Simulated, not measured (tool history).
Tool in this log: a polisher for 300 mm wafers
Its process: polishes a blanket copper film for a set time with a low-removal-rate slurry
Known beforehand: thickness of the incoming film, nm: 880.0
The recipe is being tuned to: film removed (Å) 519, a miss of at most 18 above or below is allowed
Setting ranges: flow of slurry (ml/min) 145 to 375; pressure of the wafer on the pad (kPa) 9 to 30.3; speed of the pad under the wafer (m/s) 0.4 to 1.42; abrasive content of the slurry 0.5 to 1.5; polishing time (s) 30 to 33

run  hour  flow of slurry (ml/min)  pressure of the wafer on the pad (kPa)  speed of the pad under the wafer (m/s)  abrasive content of the slurry  polishing time (s)  film removed (Å)
  1     0                      240                                    19.3                                     0.9                               1                  33            1036.4
  2   3.2                      240                                    19.3                                     0.9                             0.9                  33            1030.5
  3  10.3                      240                                    19.3                                       1                             0.9                  33            1141.9
  4  15.6                      240                                    19.3                                       1                             0.9                  33            1144.2
  5  16.9                      210                                    19.3                                       1                             0.9                  33            1088.5
  6  22.4                      205                                    17.9                                    0.98                             0.9                  33            1033.4
  7  25.3                      205                                    17.2                                    0.94                             0.9                  33             957.9
  8  28.3                      205                                    16.5                                    0.92                             0.9                  33            891.27
  9  36.8                      200                                      11                                     0.8                             0.9                  33            571.89
 10    40                      200                                    10.3                                     0.8                             0.9                  33            543.72

5 next moves are on the table. One of them brings every result within its allowed miss. Which?
  A  43.2                      185                                    10.3                                    0.86                             0.9                  33                 ?
  B  43.2                      205                                    12.4                                    0.72                            1.25                  31                 ?
  C  43.2                      320                                       9                                    0.78                               1                  31                 ?
  D  43.2                      190                                    12.4                                    0.84                            0.85                  30                 ?
  E  43.2                      210                                       9                                    0.88                             0.9                  32                 ?

move  film removed (Å)
   A            573.65
   B            556.97
   C            476.54
   D            583.55
   E            520.76
A: its largest miss is bigger than the last run's
B: its largest miss is bigger than the last run's
C: pushes the last run's worst result past its target
D: its largest miss is bigger than the last run's
E: every result within its allowed miss
Correct choice: E, which meets every target
